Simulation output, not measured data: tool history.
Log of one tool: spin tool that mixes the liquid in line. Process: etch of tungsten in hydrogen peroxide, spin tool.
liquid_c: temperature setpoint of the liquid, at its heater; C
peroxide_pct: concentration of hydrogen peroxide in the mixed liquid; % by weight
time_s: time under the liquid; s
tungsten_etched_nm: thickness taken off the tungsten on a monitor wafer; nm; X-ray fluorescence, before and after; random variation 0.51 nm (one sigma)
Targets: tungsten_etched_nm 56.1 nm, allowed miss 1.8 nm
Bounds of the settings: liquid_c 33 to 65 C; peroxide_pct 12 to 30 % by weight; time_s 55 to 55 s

run 1 day=0 | liquid_c=49 peroxide_pct=22 time_s=55 | tungsten_etched_nm=138.83
run 2 day=0.158 | liquid_c=46.5 peroxide_pct=22 time_s=55 | tungsten_etched_nm=120.37
run 3 day=0.475 | liquid_c=46.5 peroxide_pct=22 time_s=55 | tungsten_etched_nm=120.33
run 4 day=0.571 | liquid_c=44.5 peroxide_pct=22 time_s=55 | tungsten_etched_nm=105.83
run 5 day=0.829 | liquid_c=49.5 peroxide_pct=22 time_s=55 | tungsten_etched_nm=145.45
run 6 day=0.912 | liquid_c=49.5 peroxide_pct=25 time_s=55 | tungsten_etched_nm=154.81
run 7 day=1.083 | liquid_c=46.5 peroxide_pct=25 time_s=55 | tungsten_etched_nm=128.13
run 8 day=1.417 | liquid_c=44 peroxide_pct=25 time_s=55 | tungsten_etched_nm=108.03
run 9 day=1.717 | liquid_c=42.5 peroxide_pct=25 time_s=55 | tungsten_etched_nm=98.85
run 10 day=2.075 | liquid_c=41 peroxide_pct=25 time_s=55 | tungsten_etched_nm=90.156
-- day=2.425 new drum of peroxide connected
run 11 day=2.425 | liquid_c=39.5 peroxide_pct=25 time_s=55 | tungsten_etched_nm=83.195
run 12 day=2.688 | liquid_c=39.5 peroxide_pct=25 time_s=55 | tungsten_etched_nm=84.423
run 13 day=2.758 | liquid_c=38.5 peroxide_pct=25 time_s=55 | tungsten_etched_nm=78.959
run 14 day=2.867 | liquid_c=37.5 peroxide_pct=25 time_s=55 | tungsten_etched_nm=73.316
run 15 day=3.033 | liquid_c=37 peroxide_pct=25 time_s=55 | tungsten_etched_nm=71.399
run 16 day=3.317 | liquid_c=36.5 peroxide_pct=25 time_s=55 | tungsten_etched_nm=68.879
run 17 day=3.6 | liquid_c=36 peroxide_pct=25 time_s=55 | tungsten_etched_nm=66.48

Which of these 4 next moves meets every target?
run A day=3.883 | liquid_c=33.5 peroxide_pct=20.5 time_s=55 | tungsten_etched_nm=?
run B day=3.883 | liquid_c=33 peroxide_pct=26.5 time_s=55 | tungsten_etched_nm=?
run C day=3.883 | liquid_c=34.5 peroxide_pct=24 time_s=55 | tungsten_etched_nm=?
run D day=3.883 | liquid_c=39 peroxide_pct=22.5 time_s=55 | tungsten_etched_nm=?

move=A tungsten_etched_nm=51.241
move=B tungsten_etched_nm=56.312
move=C tungsten_etched_nm=59.323
move=D tungsten_etched_nm=77.464
A: takes the result that was furthest off past its target
B: meets every target
C: nearer than the last run, and not there yet
D: further off than the last run
The right move is B.
